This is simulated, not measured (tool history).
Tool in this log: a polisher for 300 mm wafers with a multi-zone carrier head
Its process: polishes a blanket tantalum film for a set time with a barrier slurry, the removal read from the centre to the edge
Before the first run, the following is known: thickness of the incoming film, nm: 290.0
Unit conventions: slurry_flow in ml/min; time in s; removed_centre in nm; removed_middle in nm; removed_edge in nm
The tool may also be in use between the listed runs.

run	hour	slurry_flow	centre_zone	middle_zone	edge_zone	slurry_solids	time	removed_centre	removed_middle	removed_edge
1	0.0	255	1.00	1.00	1.00	1.0	58	115.200	109.620	114.490
2	2.5	255	1.04	1.00	1.00	1.0	58	115.100	110.060	120.180
3	8.5	255	1.04	1.00	0.95	1.0	58	118.500	108.230	114.490
4	16.3	200	1.04	1.00	0.95	1.0	58	110.470	104.210	112.720
5	20.9	195	1.00	1.00	0.93	0.9	58	110.610	99.598	107.300
6	23.9	195	0.94	1.00	0.93	0.9	58	102.890	101.410	106.250

Estimate the outcome of run 7 from the log above:
7	30.6	200	0.92	1.01	0.92	0.8	56	?	?	?

Run 7 produced removed_centre 93.464 nm, removed_middle 94.659 nm, removed_edge 97.977 nm.

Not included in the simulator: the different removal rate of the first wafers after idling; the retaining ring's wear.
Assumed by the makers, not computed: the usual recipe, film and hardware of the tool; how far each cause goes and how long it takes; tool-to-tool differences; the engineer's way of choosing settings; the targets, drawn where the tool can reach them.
